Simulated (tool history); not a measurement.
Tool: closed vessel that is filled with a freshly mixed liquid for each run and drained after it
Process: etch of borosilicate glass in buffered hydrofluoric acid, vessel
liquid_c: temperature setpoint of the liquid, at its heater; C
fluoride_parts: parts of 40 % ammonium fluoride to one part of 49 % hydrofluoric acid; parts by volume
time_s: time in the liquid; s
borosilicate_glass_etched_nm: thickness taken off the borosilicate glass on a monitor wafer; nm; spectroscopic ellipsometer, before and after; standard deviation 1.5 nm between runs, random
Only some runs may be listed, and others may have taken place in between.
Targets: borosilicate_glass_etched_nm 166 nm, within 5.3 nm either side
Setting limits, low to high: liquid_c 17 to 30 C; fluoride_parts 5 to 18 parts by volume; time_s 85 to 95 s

run	hour	liquid_c	fluoride_parts	time_s	borosilicate_glass_etched_nm
1	0	22	11	85	84.085
2	1.2	22	11	95	93.855
3	3.4	23	11	95	99.04
4	8.2	25	11	95	112.34
5	16.9	25	11	95	110.89
6	23.6	25.5	11	95	113.78
7	29.7	26	11	95	114.77
8	32.6	26.5	11	95	117.99
9	41.5	27	11	95	122.6
10	47	27.5	11	95	125.94
11	49.9	29	10	95	149.48

4 candidate next runs follow, results not yet known. Just one meets every target within its allowed miss. Identify it.
A	52.8	29.5	10	85	?
B	52.8	28.5	8	90	?
C	52.8	29.5	8.5	85	?
D	52.8	29	9.5	95	?

move	borosilicate_glass_etched_nm
A	136.82
B	167.51
C	155.87
D	153.99
A: misses by more than the last run did
B: each result inside its tolerance
C: better than the last run, though not everything is in spec
D: better than the last run, though not everything is in spec
Correct choice: B, which meets every target
